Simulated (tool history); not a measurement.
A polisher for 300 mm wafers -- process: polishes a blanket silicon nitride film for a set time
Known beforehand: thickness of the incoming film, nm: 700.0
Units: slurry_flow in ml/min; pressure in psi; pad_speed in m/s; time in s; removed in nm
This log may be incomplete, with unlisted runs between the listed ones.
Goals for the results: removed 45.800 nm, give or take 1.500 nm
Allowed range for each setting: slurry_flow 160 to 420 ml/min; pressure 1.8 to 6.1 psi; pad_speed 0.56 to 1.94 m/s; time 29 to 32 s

run  hour  slurry_flow  pressure  pad_speed  time  removed
  1   0.0          270       3.9       1.24    32   61.113
  2   4.5          270       3.6       1.24    32   56.885
  3   8.1          270       3.6       1.24    32   57.693
  4  10.3          270       3.6       1.46    32   64.787
  5  12.4          270       3.3       1.46    32   58.478
  6  16.7          270       3.1       1.46    32   56.229
  7  17.9          270       2.9       1.46    32   53.017
  8  21.9          270       2.8       1.46    32   51.367
  9  22.9          270       2.7       1.46    32   49.133
 10  24.6          265       2.4       1.46    32   43.945
 11  32.1          270       2.4       1.46    32   43.037

Of the 4 settings listed for the next run, only one would bring every result within its allowed miss of target. Which one?
  A  39.6          315       2.9       1.44    30        ?
  B  39.6          275       2.7       1.38    31        ?
  C  39.6          255       2.6       1.32    30        ?
  D  39.6          205       2.7       1.56    32        ?

move  removed
   A   48.904
   B   45.157
   C   40.441
   D   50.190
A: the result that was furthest off in the last run now lies on the other side of its target
B: all results land within tolerance of their targets
C: lands further from the targets than the last run did
D: the result that was furthest off in the last run now lies on the other side of its target
The move that meets every target is B.

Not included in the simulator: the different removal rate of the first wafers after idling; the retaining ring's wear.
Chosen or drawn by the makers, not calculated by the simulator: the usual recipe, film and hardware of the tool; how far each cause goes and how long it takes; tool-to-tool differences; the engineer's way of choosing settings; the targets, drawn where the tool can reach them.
